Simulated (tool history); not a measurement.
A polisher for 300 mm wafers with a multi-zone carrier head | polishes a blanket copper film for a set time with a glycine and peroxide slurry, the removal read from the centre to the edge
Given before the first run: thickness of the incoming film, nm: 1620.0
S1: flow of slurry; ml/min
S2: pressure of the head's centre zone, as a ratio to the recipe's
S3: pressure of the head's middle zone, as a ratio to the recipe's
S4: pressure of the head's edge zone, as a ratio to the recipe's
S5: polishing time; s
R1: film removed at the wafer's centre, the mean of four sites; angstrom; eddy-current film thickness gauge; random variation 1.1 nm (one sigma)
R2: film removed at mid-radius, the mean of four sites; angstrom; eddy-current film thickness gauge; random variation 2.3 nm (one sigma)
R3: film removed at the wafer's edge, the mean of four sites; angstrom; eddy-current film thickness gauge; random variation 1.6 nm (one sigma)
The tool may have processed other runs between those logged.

run	day	S1	S2	S3	S4	S5	R1	R2	R3
1	0.000	150	1.00	1.00	1.00	43	1533.1	1513.5	1519.5
2	0.233	150	1.00	1.00	1.03	43	1536.5	1499.7	1541.3
3	0.354	150	1.00	1.00	1.03	50	1769.4	1770.3	1759.4
4	0.654	145	0.99	1.01	1.02	50	1744.0	1806.3	1753.8
5	0.750	145	0.99	1.08	1.02	50	1742.1	1825.2	1741.0
6	1.012	140	0.98	1.09	1.01	50	1705.3	1894.0	1728.2
7	1.392	135	0.98	1.09	1.01	50	1714.3	1853.2	1740.9
8	1.583	135	0.97	1.10	1.00	50	1668.8	1866.5	1702.1
9	1.867	135	0.97	1.11	1.00	50	1684.8	1838.9	1738.6

Run 10 has not been measured yet. What should we expect?
10	1.933	135	0.96	1.12	0.98	50	?	?	?

{"run 10": {"R1": 1662.0, "R2": 1927.2, "R3": 1674.8}}
